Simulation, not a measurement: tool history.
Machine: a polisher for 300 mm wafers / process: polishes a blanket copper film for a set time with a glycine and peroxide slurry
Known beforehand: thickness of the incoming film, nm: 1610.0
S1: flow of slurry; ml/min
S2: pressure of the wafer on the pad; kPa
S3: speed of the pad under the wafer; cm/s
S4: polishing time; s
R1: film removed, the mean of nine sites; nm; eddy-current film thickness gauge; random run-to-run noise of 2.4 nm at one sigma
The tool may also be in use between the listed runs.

run 1 hour=0 | S1=280 S2=24.1 S3=108 S4=88 | R1=531.56
run 2 hour=1.7 | S1=280 S2=22.8 S3=108 S4=88 | R1=501.81
run 3 hour=10.2 | S1=280 S2=22.8 S3=90 S4=88 | R1=435.24
run 4 hour=14 | S1=280 S2=22.1 S3=90 S4=88 | R1=419.66
run 5 hour=18 | S1=280 S2=26.9 S3=90 S4=88 | R1=506.21
run 6 hour=24.7 | S1=280 S2=25.5 S3=90 S4=88 | R1=471.07
run 7 hour=28.8 | S1=280 S2=24.1 S3=90 S4=88 | R1=456.91
run 8 hour=30.9 | S1=280 S2=23.4 S3=90 S4=88 | R1=441.78
run 9 hour=31.8 | S1=280 S2=22.8 S3=90 S4=88 | R1=423.94
run 10 hour=39.4 | S1=280 S2=22.1 S3=90 S4=88 | R1=420.42
run 11 hour=47.8 | S1=280 S2=21.4 S3=90 S4=88 | R1=411.4
run 12 hour=48.9 | S1=280 S2=20.7 S3=90 S4=88 | R1=401.29
run 13 hour=51.2 | S1=280 S2=20 S3=90 S4=88 | R1=388.76
run 14 hour=58.8 | S1=280 S2=19.3 S3=90 S4=88 | R1=378.75
run 15 hour=63.6 | S1=280 S2=18.6 S3=90 S4=88 | R1=360.5

Predict the results of run 16:
run 16 hour=70.2 | S1=275 S2=17.9 S3=90 S4=88 | R1=?

Run 16 produced R1 360.76 nm.
